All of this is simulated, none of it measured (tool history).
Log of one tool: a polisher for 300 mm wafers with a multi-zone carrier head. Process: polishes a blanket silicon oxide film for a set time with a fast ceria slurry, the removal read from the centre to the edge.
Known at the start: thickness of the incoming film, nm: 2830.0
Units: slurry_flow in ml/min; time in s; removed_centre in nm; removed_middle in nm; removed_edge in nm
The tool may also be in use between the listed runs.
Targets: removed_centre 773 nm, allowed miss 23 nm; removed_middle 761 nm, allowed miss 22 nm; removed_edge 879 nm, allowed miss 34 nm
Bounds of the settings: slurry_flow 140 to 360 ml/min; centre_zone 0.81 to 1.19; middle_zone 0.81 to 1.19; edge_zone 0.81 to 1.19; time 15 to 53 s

Run 1, hour 0: slurry_flow 230 ml/min, centre_zone 1, middle_zone 1, edge_zone 1, time 34 s. Result: removed_centre 606.82 nm, removed_middle 596.55 nm, removed_edge 597.93 nm.
Run 2, hour 2: slurry_flow 230 ml/min, centre_zone 1.05, middle_zone 1, edge_zone 1, time 34 s. Result: removed_centre 634.07 nm, removed_middle 588.56 nm, removed_edge 599.19 nm.
Run 3, hour 9: slurry_flow 225 ml/min, centre_zone 1.02, middle_zone 0.98, edge_zone 1.06, time 37 s. Result: removed_centre 664.54 nm, removed_middle 641.61 nm, removed_edge 677.73 nm.
Run 4, hour 11.9: slurry_flow 230 ml/min, centre_zone 1.02, middle_zone 0.97, edge_zone 1.1, time 39 s. Result: removed_centre 701.77 nm, removed_middle 658.47 nm, removed_edge 725.61 nm.
Run 5, hour 17.5: slurry_flow 230 ml/min, centre_zone 1, middle_zone 0.97, edge_zone 1.13, time 41 s. Result: removed_centre 728.46 nm, removed_middle 698.38 nm, removed_edge 788.59 nm.
Run 6, hour 25.4: slurry_flow 230 ml/min, centre_zone 1, middle_zone 0.97, edge_zone 1.13, time 48 s. Result: removed_centre 840.7 nm, removed_middle 819.38 nm, removed_edge 909.96 nm.
Run 7, hour 32.2: slurry_flow 215 ml/min, centre_zone 0.98, middle_zone 0.95, edge_zone 1.12, time 48 s. Result: removed_centre 820.58 nm, removed_middle 808.09 nm, removed_edge 886.48 nm.
Run 8, hour 37.2: slurry_flow 205 ml/min, centre_zone 0.97, middle_zone 0.93, edge_zone 1.14, time 48 s. Result: removed_centre 809.04 nm, removed_middle 784.96 nm, removed_edge 899.4 nm.

Which of these 5 next moves meets every target?
Run A, hour 42.2: slurry_flow 220 ml/min, centre_zone 0.97, middle_zone 0.97, edge_zone 1.19, time 45 s. Result: removed_centre ?, removed_middle ?, removed_edge ?.
Run B, hour 42.2: slurry_flow 220 ml/min, centre_zone 0.91, middle_zone 0.97, edge_zone 1.19, time 45 s. Result: removed_centre ?, removed_middle ?, removed_edge ?.
Run C, hour 42.2: slurry_flow 210 ml/min, centre_zone 1.07, middle_zone 0.93, edge_zone 1.15, time 47 s. Result: removed_centre ?, removed_middle ?, removed_edge ?.
Run D, hour 42.2: slurry_flow 225 ml/min, centre_zone 0.99, middle_zone 0.86, edge_zone 1.19, time 50 s. Result: removed_centre ?, removed_middle ?, removed_edge ?.
Run E, hour 42.2: slurry_flow 235 ml/min, centre_zone 0.89, middle_zone 0.86, edge_zone 1.19, time 49 s. Result: removed_centre ?, removed_middle ?, removed_edge ?.

move  removed_centre  removed_middle  removed_edge
   A          775.73          767.73        857.68
   B          727.36          767.97        857.68
   C          887.22          768.36        876.91
   D          882.32          774.17        956.67
   E          781.86          763.64        941.75
A: meets every target
B: takes the result that was furthest off past its target
C: further off than the last run
D: further off than the last run
E: brings the result that was furthest off to its target, and leaves another outside
The right move is A.
